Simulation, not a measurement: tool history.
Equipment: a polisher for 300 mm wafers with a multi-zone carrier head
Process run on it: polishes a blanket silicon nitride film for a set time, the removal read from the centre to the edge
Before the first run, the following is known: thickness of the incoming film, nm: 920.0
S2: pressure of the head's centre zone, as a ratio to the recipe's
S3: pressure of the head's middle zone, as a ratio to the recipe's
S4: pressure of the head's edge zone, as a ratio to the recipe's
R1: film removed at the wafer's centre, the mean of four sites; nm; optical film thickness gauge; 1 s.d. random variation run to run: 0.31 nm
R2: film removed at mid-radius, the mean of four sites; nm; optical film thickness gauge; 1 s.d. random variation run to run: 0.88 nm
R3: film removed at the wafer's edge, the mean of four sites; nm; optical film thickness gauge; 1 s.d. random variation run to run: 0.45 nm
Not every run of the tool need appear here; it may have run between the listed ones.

run 1 day=0 | flow_of_slurry_(ml/min)=140 S2=1 S3=1 S4=1 polishing_time_(s)=63 | R1=101.8 R2=101.72 R3=102.43
run 2 day=0.067 | flow_of_slurry_(ml/min)=140 S2=1 S3=1 S4=0.94 polishing_time_(s)=63 | R1=100.77 R2=101.94 R3=98.906
run 3 day=0.408 | flow_of_slurry_(ml/min)=110 S2=1 S3=1 S4=0.94 polishing_time_(s)=63 | R1=93.787 R2=97.068 R3=94.471
run 4 day=0.654 | flow_of_slurry_(ml/min)=105 S2=0.96 S3=1 S4=0.91 polishing_time_(s)=54 | R1=76.918 R2=78.363 R3=78.582
run 5 day=0.688 | flow_of_slurry_(ml/min)=105 S2=1.02 S3=1 S4=0.91 polishing_time_(s)=54 | R1=80.066 R2=80.443 R3=79.322
run 6 day=0.988 | flow_of_slurry_(ml/min)=105 S2=1.02 S3=1.08 S4=0.91 polishing_time_(s)=54 | R1=80.803 R2=85.363 R3=79.712
run 7 day=1.3 | flow_of_slurry_(ml/min)=100 S2=0.97 S3=1.1 S4=0.88 polishing_time_(s)=49 | R1=69.273 R2=76.638 R3=68.265
run 8 day=1.558 | flow_of_slurry_(ml/min)=95 S2=0.92 S3=1.09 S4=0.89 polishing_time_(s)=46 | R1=61.653 R2=72.89 R3=65.701
run 9 day=1.925 | flow_of_slurry_(ml/min)=95 S2=0.9 S3=1.07 S4=0.87 polishing_time_(s)=44 | R1=58.384 R2=68.034 R3=60.917
run 10 day=2.017 | flow_of_slurry_(ml/min)=90 S2=0.87 S3=1.05 S4=0.86 polishing_time_(s)=43 | R1=54.107 R2=62.773 R3=58.715
run 11 day=2.112 | flow_of_slurry_(ml/min)=90 S2=0.85 S3=1.05 S4=0.85 polishing_time_(s)=43 | R1=53.088 R2=63.384 R3=58.46
run 12 day=2.375 | flow_of_slurry_(ml/min)=90 S2=0.84 S3=1.05 S4=0.84 polishing_time_(s)=42 | R1=51.752 R2=61.461 R3=56.944
run 13 day=2.679 | flow_of_slurry_(ml/min)=90 S2=0.83 S3=1.05 S4=0.83 polishing_time_(s)=42 | R1=51.43 R2=63.228 R3=56.472

The next listed run, before its measurement:
run 14 day=3.054 | flow_of_slurry_(ml/min)=90 S2=0.83 S3=1.04 S4=0.83 polishing_time_(s)=42 | R1=? R2=? R3=?

{"run 14": {"R1": 51.411, "R2": 60.719, "R3": 55.755}}

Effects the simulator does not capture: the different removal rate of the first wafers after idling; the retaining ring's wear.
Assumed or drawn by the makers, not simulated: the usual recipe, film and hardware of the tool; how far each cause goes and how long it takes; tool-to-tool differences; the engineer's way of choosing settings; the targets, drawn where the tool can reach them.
